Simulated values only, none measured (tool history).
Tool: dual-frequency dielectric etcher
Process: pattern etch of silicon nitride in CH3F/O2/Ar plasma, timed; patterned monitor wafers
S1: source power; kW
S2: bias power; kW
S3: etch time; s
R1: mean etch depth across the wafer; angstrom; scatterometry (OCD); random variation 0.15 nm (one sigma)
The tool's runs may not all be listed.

run	hour	S1	S2	S3	R1
1	0	0.5	0.063	66	464.05
2	2.7	0.46	0.062	66	442.17
3	8.6	0.46	0.068	66	458.08
4	12.1	0.54	0.068	66	493.06
5	14.1	0.54	0.062	66	475.55
6	16.5	0.5	0.061	66	457.87
# hour 25.5: bias power generator calibrated
7	25.5	0.47	0.06	66	447.31
8	29.1	0.45	0.059	66	436.66

Forecast run 9:
9	38	0.44	0.059	66	?

Run 9 gave R1 432.72 angstrom.
